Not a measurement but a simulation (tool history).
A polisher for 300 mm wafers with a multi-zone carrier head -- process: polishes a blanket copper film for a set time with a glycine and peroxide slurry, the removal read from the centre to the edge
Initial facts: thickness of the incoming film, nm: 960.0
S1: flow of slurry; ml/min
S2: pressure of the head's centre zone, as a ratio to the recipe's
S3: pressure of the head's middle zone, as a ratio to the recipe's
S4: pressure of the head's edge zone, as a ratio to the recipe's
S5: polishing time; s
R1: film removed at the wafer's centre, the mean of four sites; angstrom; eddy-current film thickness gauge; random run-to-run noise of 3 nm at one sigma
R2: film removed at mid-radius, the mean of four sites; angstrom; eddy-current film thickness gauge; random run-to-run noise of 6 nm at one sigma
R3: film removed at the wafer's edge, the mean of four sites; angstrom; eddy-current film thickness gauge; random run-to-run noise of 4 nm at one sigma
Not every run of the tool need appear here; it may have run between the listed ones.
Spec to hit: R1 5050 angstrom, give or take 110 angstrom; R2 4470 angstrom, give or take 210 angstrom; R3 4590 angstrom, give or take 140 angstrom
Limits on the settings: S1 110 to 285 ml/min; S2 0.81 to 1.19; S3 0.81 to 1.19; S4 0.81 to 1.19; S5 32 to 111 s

| run | day | S1 | S2 | S3 | S4 | S5 | R1 | R2 | R3 |
|---|---|---|---|---|---|---|---|---|---|
| 1 | 0 | 180 | 1 | 1 | 1 | 71 | 3442.7 | 3439.1 | 3311.5 |
| 2 | 0.333 | 195 | 1.04 | 1 | 1.06 | 76 | 3835.3 | 3744.4 | 3582.4 |
| 3 | 0.6 | 195 | 0.98 | 1 | 1.06 | 76 | 3654.2 | 3766 | 3630.4 |
| 4 | 0.867 | 195 | 0.93 | 1 | 1.06 | 76 | 3514.4 | 3683.9 | 3689.7 |
|  | 1.125 | edge zone pressure recalibrated |
| 5 | 1.125 | 195 | 0.93 | 1 | 1.13 | 76 | 3531.2 | 3642.9 | 3994.5 |
| 6 | 1.296 | 200 | 1 | 0.99 | 1.14 | 80 | 3945.2 | 3942.5 | 4136.6 |
| 7 | 1.621 | 210 | 1.05 | 0.97 | 1.15 | 83 | 4299 | 3995.2 | 4379.5 |
| 8 | 1.883 | 225 | 1.09 | 0.99 | 1.16 | 84 | 4540.1 | 4201.9 | 4563.1 |
| 9 | 1.958 | 240 | 1.12 | 1 | 1.15 | 84 | 4735.3 | 4257.5 | 4525 |

Below are 5 possible settings for the next run. Only one of them brings all results inside the allowed miss of their targets. Which is it?
| A | 2.033 | 220 | 1.19 | 0.92 | 1.08 | 86 | ? | ? | ? |
| B | 2.033 | 215 | 1.13 | 0.9 | 1.16 | 83 | ? | ? | ? |
| C | 2.033 | 195 | 1.13 | 1.02 | 1.17 | 82 | ? | ? | ? |
| D | 2.033 | 235 | 1.08 | 0.92 | 1.19 | 83 | ? | ? | ? |
| E | 2.033 | 235 | 1.18 | 1.04 | 1.13 | 87 | ? | ? | ? |

| move | R1 | R2 | R3 |
|---|---|---|---|
| A | 5041.5 | 3983.9 | 4485.9 |
| B | 4634.9 | 3769.9 | 4481.9 |
| C | 4519.1 | 4057.3 | 4399.8 |
| D | 4509.5 | 3876.4 | 4577.2 |
| E | 5110.7 | 4473.6 | 4663.7 |
A: gets the furthest-off result to its target, but another result is out of tolerance
B: its largest miss is bigger than the last run's
C: its largest miss is bigger than the last run's
D: its largest miss is bigger than the last run's
E: hits every target within its allowed miss
E meets every target.
